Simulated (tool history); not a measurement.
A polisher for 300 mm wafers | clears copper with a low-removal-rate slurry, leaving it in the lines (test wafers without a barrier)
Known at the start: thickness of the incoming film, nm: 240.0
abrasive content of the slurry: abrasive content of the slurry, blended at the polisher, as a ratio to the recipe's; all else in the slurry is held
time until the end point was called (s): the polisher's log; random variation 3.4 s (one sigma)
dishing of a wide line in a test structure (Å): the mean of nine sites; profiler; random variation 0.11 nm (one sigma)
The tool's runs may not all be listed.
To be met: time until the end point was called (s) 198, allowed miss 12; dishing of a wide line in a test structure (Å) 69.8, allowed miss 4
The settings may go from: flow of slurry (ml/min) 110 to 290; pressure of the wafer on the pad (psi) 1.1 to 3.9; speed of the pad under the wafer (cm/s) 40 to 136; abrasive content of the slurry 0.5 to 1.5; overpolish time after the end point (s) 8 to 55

| run | hour | flow of slurry (ml/min) | pressure of the wafer on the pad (psi) | speed of the pad under the wafer (cm/s) | abrasive content of the slurry | overpolish time after the end point (s) | time until the end point was called (s) | dishing of a wide line in a test structure (Å) |
|---|---|---|---|---|---|---|---|---|
| 1 | 0 | 185 | 2.5 | 88 | 1 | 28 | 95.411 | 409.7 |
| 2 | 5.9 | 180 | 2.2 | 82 | 1 | 24 | 116.13 | 310.72 |
| 3 | 11.5 | 180 | 2.2 | 92 | 1 | 24 | 102.74 | 352.35 |
| 4 | 13.7 | 180 | 2.2 | 92 | 1 | 31 | 103.24 | 417.88 |
|  | 19.4 | head pressure recalibrated |
| 5 | 19.4 | 180 | 2.2 | 92 | 1 | 20 | 111.62 | 281.38 |
| 6 | 22.7 | 145 | 2.2 | 92 | 1 | 20 | 115.92 | 270.88 |
| 7 | 23.3 | 140 | 2.1 | 84 | 1.05 | 18 | 130.98 | 211.01 |
| 8 | 29.9 | 135 | 2.1 | 76 | 1.15 | 16 | 138.81 | 176.37 |
| 9 | 32.1 | 130 | 2.1 | 70 | 1.2 | 15 | 156.27 | 156 |
| 10 | 40.4 | 125 | 2 | 66 | 1.25 | 14 | 171.13 | 131.18 |
| 11 | 42.7 | 125 | 2 | 66 | 1.25 | 14 | 171.53 | 136.71 |
| 12 | 47.2 | 120 | 2 | 62 | 1.3 | 13 | 181.34 | 119.56 |
| 13 | 52.5 | 120 | 2 | 62 | 1.3 | 13 | 184.18 | 117.2 |
| 14 | 54.6 | 120 | 2 | 60 | 1.35 | 12 | 187.49 | 108.37 |
| 15 | 55.4 | 120 | 2 | 58 | 1.4 | 11 | 193.19 | 98.08 |
| 16 | 56.3 | 120 | 2 | 56 | 1.4 | 10 | 197.64 | 88.13 |
| 17 | 65.1 | 130 | 2 | 56 | 1.4 | 10 | 193.22 | 90.748 |
| 18 | 71.7 | 140 | 2 | 56 | 1.4 | 10 | 190.6 | 89.617 |
| 19 | 77.5 | 150 | 2 | 56 | 1.4 | 10 | 189.09 | 89.836 |
| 20 | 81.8 | 160 | 2 | 56 | 1.4 | 10 | 186.48 | 88.873 |
| 21 | 90.5 | 165 | 2 | 56 | 1.4 | 10 | 184.96 | 91.855 |
| 22 | 97.9 | 115 | 1.4 | 68 | 1.4 | 8 | 233.42 | 58.701 |

4 next moves are on the table. One of them brings every result within its allowed miss. Which?
| A | 105.3 | 175 | 1.6 | 66 | 1.45 | 8 | ? | ? |
| B | 105.3 | 135 | 1.4 | 88 | 1.3 | 8 | ? | ? |
| C | 105.3 | 110 | 1.3 | 56 | 1.35 | 11 | ? | ? |
| D | 105.3 | 140 | 1.5 | 52 | 1.25 | 8 | ? | ? |

| move | time until the end point was called (s) | dishing of a wide line in a test structure (Å) |
|---|---|---|
| A | 195.22 | 70.85 |
| B | 181.41 | 75.85 |
| C | 312.17 | 61.11 |
| D | 281.47 | 49.73 |
A: meets every target
B: takes the result that was furthest off past its target
C: further off than the last run
D: further off than the last run
Move A is the one to make.
